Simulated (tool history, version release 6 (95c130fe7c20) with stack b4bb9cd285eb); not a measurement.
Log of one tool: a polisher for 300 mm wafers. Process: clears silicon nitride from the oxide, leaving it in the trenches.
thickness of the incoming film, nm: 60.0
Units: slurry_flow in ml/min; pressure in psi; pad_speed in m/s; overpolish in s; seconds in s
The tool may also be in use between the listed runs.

run,day,slurry_flow,pressure,pad_speed,overpolish,seconds
1,0.000,260,2.7,0.86,35,103.470
2,0.358,260,2.7,0.86,35,104.520
3,0.688,260,2.7,0.68,35,128.010
4,0.867,260,2.7,0.84,35,107.560
5,0.896,260,2.7,0.84,35,105.040
6,1.025,260,2.4,0.84,35,117.970
7,1.167,260,2.8,0.86,35,100.940

Forecast run 8:
8,1.271,260,3.5,0.90,35,?

Run 8 gave seconds 77.248 s.
